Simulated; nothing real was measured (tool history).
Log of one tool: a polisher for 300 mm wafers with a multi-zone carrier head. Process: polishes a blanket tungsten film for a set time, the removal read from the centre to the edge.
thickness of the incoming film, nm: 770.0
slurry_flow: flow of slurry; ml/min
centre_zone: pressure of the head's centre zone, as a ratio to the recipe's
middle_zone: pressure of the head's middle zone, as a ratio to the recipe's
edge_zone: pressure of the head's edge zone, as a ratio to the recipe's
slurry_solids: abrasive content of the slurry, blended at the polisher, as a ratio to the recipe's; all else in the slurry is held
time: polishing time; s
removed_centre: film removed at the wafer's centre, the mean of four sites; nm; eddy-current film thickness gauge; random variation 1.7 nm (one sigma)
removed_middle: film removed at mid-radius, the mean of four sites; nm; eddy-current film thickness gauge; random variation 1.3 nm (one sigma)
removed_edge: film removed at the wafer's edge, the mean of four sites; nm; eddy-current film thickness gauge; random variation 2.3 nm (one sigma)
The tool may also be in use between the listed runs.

{"run": 1, "hour": 0.0, "slurry_flow": 295, "centre_zone": 1, "middle_zone": 1, "edge_zone": 1, "slurry_solids": 1, "time": 57, "removed_centre": 218.34, "removed_middle": 210.98, "removed_edge": 210.45}
{"run": 2, "hour": 8.8, "slurry_flow": 225, "centre_zone": 1, "middle_zone": 1, "edge_zone": 1, "slurry_solids": 1, "time": 57, "removed_centre": 204.98, "removed_middle": 198.51, "removed_edge": 201.06}
{"run": 3, "hour": 15.0, "slurry_flow": 225, "centre_zone": 1, "middle_zone": 1, "edge_zone": 1, "slurry_solids": 1.05, "time": 57, "removed_centre": 207.53, "removed_middle": 199.81, "removed_edge": 201.86}
{"run": 4, "hour": 16.0, "slurry_flow": 225, "centre_zone": 1, "middle_zone": 1, "edge_zone": 1, "slurry_solids": 1.05, "time": 49, "removed_centre": 179.54, "removed_middle": 171.42, "removed_edge": 178.68}
{"run": 5, "hour": 22.1, "slurry_flow": 220, "centre_zone": 1.01, "middle_zone": 1, "edge_zone": 0.97, "slurry_solids": 1, "time": 49, "removed_centre": 179.03, "removed_middle": 167.24, "removed_edge": 169.57}
{"run": 6, "hour": 31.1, "slurry_flow": 220, "centre_zone": 1.01, "middle_zone": 1, "edge_zone": 0.95, "slurry_solids": 1, "time": 49, "removed_centre": 175.94, "removed_middle": 168.18, "removed_edge": 170.78}
{"hour": 34.7, "done": "slurry nozzle cleaned"}
{"run": 7, "hour": 34.7, "slurry_flow": 220, "centre_zone": 1.03, "middle_zone": 1, "edge_zone": 0.93, "slurry_solids": 0.95, "time": 49, "removed_centre": 195.68, "removed_middle": 183.98, "removed_edge": 173.6}

Run 8 comes next. What will it give?
{"run": 8, "hour": 36.1, "slurry_flow": 215, "centre_zone": 1.03, "middle_zone": 0.99, "edge_zone": 0.92, "slurry_solids": 0.9, "time": 48, "removed_centre": "?", "removed_middle": "?", "removed_edge": "?"}

removed_centre: 189.51 nm
removed_middle: 172.18 nm
removed_edge: 171.82 nm
